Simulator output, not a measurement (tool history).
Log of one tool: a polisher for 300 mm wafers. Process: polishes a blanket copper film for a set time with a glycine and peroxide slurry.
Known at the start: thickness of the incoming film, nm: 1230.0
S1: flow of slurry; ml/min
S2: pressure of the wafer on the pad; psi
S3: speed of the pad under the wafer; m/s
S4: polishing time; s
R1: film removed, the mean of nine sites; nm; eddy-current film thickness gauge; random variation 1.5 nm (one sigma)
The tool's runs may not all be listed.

Run 1, day 0.000: S1 255 ml/min, S2 2.6 psi, S3 0.90 m/s, S4 53 s. Result: R1 244.55 nm.
Run 2, day 0.200: S1 255 ml/min, S2 3.2 psi, S3 0.90 m/s, S4 53 s. Result: R1 278.45 nm.
Run 3, day 0.238: S1 255 ml/min, S2 3.2 psi, S3 1.02 m/s, S4 53 s. Result: R1 300.30 nm.
Run 4, day 0.483: S1 255 ml/min, S2 3.2 psi, S3 1.02 m/s, S4 53 s. Result: R1 300.30 nm.
Run 5, day 0.725: S1 255 ml/min, S2 2.9 psi, S3 0.98 m/s, S4 53 s. Result: R1 276.92 nm.
Run 6, day 1.083: S1 255 ml/min, S2 2.9 psi, S3 0.98 m/s, S4 53 s. Result: R1 272.20 nm.
Run 7, day 1.279: S1 255 ml/min, S2 2.6 psi, S3 0.96 m/s, S4 53 s. Result: R1 253.10 nm.

Run 8 comes next. What will it give?
Run 8, day 1.346: S1 255 ml/min, S2 2.4 psi, S3 0.94 m/s, S4 53 s. Result: R1 ?.

Run 8 gave R1 237.76 nm.
